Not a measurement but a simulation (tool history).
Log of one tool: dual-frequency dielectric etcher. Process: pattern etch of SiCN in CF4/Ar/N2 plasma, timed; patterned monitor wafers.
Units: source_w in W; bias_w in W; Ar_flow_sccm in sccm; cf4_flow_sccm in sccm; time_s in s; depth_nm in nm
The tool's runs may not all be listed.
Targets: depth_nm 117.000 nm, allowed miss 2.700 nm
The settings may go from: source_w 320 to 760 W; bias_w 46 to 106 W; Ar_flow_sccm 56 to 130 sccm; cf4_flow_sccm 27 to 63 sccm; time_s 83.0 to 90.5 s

{"run": 1, "hour": 0.0, "source_w": 540, "bias_w": 76, "Ar_flow_sccm": 93, "cf4_flow_sccm": 45, "time_s": 90.5, "depth_nm": 95.354}
{"run": 2, "hour": 6.9, "source_w": 540, "bias_w": 69, "Ar_flow_sccm": 93, "cf4_flow_sccm": 45, "time_s": 90.5, "depth_nm": 91.607}
{"run": 3, "hour": 11.2, "source_w": 540, "bias_w": 57, "Ar_flow_sccm": 93, "cf4_flow_sccm": 45, "time_s": 90.5, "depth_nm": 85.995}
{"run": 4, "hour": 18.7, "source_w": 540, "bias_w": 57, "Ar_flow_sccm": 93, "cf4_flow_sccm": 42, "time_s": 90.5, "depth_nm": 85.782}
{"run": 5, "hour": 19.9, "source_w": 540, "bias_w": 57, "Ar_flow_sccm": 108, "cf4_flow_sccm": 42, "time_s": 90.5, "depth_nm": 84.049}
{"run": 6, "hour": 26.4, "source_w": 540, "bias_w": 57, "Ar_flow_sccm": 108, "cf4_flow_sccm": 42, "time_s": 90.5, "depth_nm": 83.319}
{"run": 7, "hour": 31.1, "source_w": 540, "bias_w": 57, "Ar_flow_sccm": 108, "cf4_flow_sccm": 42, "time_s": 90.5, "depth_nm": 83.819}
{"run": 8, "hour": 39.2, "source_w": 590, "bias_w": 58, "Ar_flow_sccm": 108, "cf4_flow_sccm": 42, "time_s": 90.5, "depth_nm": 90.673}
{"run": 9, "hour": 45.4, "source_w": 630, "bias_w": 59, "Ar_flow_sccm": 108, "cf4_flow_sccm": 42, "time_s": 90.5, "depth_nm": 96.044}
{"run": 10, "hour": 47.8, "source_w": 660, "bias_w": 60, "Ar_flow_sccm": 108, "cf4_flow_sccm": 42, "time_s": 90.5, "depth_nm": 100.67}
{"run": 11, "hour": 52.2, "source_w": 680, "bias_w": 61, "Ar_flow_sccm": 108, "cf4_flow_sccm": 42, "time_s": 90.5, "depth_nm": 104.18}
{"run": 12, "hour": 58.3, "source_w": 700, "bias_w": 61, "Ar_flow_sccm": 108, "cf4_flow_sccm": 42, "time_s": 90.5, "depth_nm": 107.16}
{"run": 13, "hour": 66.6, "source_w": 710, "bias_w": 61, "Ar_flow_sccm": 108, "cf4_flow_sccm": 42, "time_s": 90.5, "depth_nm": 108.52}

Which of these 5 next moves meets every target?
{"run": "A", "hour": 74.9, "source_w": 740, "bias_w": 66, "Ar_flow_sccm": 106, "cf4_flow_sccm": 43, "time_s": 90.5, "depth_nm": "?"}
{"run": "B", "hour": 74.9, "source_w": 760, "bias_w": 77, "Ar_flow_sccm": 102, "cf4_flow_sccm": 31, "time_s": 90.5, "depth_nm": "?"}
{"run": "C", "hour": 74.9, "source_w": 720, "bias_w": 76, "Ar_flow_sccm": 120, "cf4_flow_sccm": 41, "time_s": 86.0, "depth_nm": "?"}
{"run": "D", "hour": 74.9, "source_w": 680, "bias_w": 74, "Ar_flow_sccm": 98, "cf4_flow_sccm": 44, "time_s": 88.0, "depth_nm": "?"}
{"run": "E", "hour": 74.9, "source_w": 700, "bias_w": 63, "Ar_flow_sccm": 85, "cf4_flow_sccm": 44, "time_s": 88.0, "depth_nm": "?"}

move=A depth_nm=116.120
move=B depth_nm=121.480
move=C depth_nm=110.740
move=D depth_nm=110.610
move=E depth_nm=109.340
A: meets every target
B: takes the result that was furthest off past its target
C: nearer than the last run, and not there yet
D: nearer than the last run, and not there yet
E: nearer than the last run, and not there yet
The right move is A.

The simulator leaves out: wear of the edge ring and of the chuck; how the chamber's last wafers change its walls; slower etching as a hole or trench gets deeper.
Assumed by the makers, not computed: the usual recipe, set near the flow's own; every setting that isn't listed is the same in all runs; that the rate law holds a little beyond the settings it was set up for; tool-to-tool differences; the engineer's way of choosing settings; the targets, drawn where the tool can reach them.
